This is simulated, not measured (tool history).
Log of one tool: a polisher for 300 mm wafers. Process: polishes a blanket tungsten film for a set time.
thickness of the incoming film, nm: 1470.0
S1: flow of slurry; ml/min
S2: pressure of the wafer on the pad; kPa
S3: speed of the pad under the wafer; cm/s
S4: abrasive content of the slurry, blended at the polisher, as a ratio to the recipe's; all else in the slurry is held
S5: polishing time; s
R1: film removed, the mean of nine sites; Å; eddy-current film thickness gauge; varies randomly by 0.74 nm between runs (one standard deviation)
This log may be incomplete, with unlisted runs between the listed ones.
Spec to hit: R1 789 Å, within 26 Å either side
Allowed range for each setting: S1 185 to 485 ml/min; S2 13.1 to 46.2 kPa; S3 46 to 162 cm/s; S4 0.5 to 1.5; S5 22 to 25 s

{"run": 1, "day": 0.0, "S1": 310, "S2": 29.6, "S3": 104, "S4": 1, "S5": 25, "R1": 1208.2}
{"run": 2, "day": 0.329, "S1": 310, "S2": 27.6, "S3": 104, "S4": 1, "S5": 25, "R1": 1119.8}
{"run": 3, "day": 0.492, "S1": 310, "S2": 26.2, "S3": 104, "S4": 1, "S5": 25, "R1": 1078.4}
{"run": 4, "day": 0.846, "S1": 265, "S2": 26.2, "S3": 104, "S4": 1, "S5": 25, "R1": 1064.6}
{"run": 5, "day": 1.158, "S1": 265, "S2": 24.8, "S3": 104, "S4": 1, "S5": 25, "R1": 1039.2}
{"run": 6, "day": 1.508, "S1": 265, "S2": 23.4, "S3": 104, "S4": 1, "S5": 25, "R1": 985.45}
{"run": 7, "day": 1.567, "S1": 265, "S2": 22.8, "S3": 104, "S4": 1, "S5": 25, "R1": 956.06}
{"run": 8, "day": 1.904, "S1": 265, "S2": 22.1, "S3": 104, "S4": 1, "S5": 25, "R1": 926.36}
{"run": 9, "day": 2.075, "S1": 265, "S2": 22.1, "S3": 104, "S4": 1, "S5": 25, "R1": 947.64}
{"run": 10, "day": 2.183, "S1": 265, "S2": 21.4, "S3": 104, "S4": 1, "S5": 25, "R1": 920.17}
{"run": 11, "day": 2.488, "S1": 265, "S2": 20.7, "S3": 104, "S4": 1, "S5": 25, "R1": 893.01}
{"run": 12, "day": 2.783, "S1": 265, "S2": 20, "S3": 104, "S4": 1, "S5": 25, "R1": 863.3}
{"run": 13, "day": 3.125, "S1": 265, "S2": 19.3, "S3": 104, "S4": 1, "S5": 25, "R1": 858.12}
{"run": 14, "day": 3.392, "S1": 265, "S2": 18.6, "S3": 104, "S4": 1, "S5": 25, "R1": 824.77}

Which of these 4 next moves meets every target?
{"run": "A", "day": 3.658, "S1": 255, "S2": 22.8, "S3": 90, "S4": 1.1, "S5": 23, "R1": "?"}
{"run": "B", "day": 3.658, "S1": 320, "S2": 20, "S3": 104, "S4": 0.9, "S5": 25, "R1": "?"}
{"run": "C", "day": 3.658, "S1": 290, "S2": 17.9, "S3": 116, "S4": 0.95, "S5": 25, "R1": "?"}
{"run": "D", "day": 3.658, "S1": 280, "S2": 21.4, "S3": 102, "S4": 1.05, "S5": 24, "R1": "?"}

move=A R1=772.69
move=B R1=855.03
move=C R1=879.56
move=D R1=865.55
A: each result inside its tolerance
B: further off than the last run
C: further off than the last run
D: further off than the last run
The right move is A.
